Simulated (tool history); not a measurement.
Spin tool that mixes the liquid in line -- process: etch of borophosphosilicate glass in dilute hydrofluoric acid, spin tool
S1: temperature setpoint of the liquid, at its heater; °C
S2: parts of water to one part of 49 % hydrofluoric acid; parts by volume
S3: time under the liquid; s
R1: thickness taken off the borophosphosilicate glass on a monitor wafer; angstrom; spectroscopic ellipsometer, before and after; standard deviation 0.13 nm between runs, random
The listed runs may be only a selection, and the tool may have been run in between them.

run  hour    S1   S2  S3       R1
  1   0.0  22.0  225  65  112.620
  2   4.7  24.0  210  65  131.730
  3  13.2  25.5  200  65  146.420
  4  16.9  22.5  200  65  131.720
  5  21.5  21.0  200  65  124.200
  6  28.8  21.0  265  65   87.518

For run 7, what comes out?
  7  33.7  25.0  175  65   ?

R1: 170.470 angstrom

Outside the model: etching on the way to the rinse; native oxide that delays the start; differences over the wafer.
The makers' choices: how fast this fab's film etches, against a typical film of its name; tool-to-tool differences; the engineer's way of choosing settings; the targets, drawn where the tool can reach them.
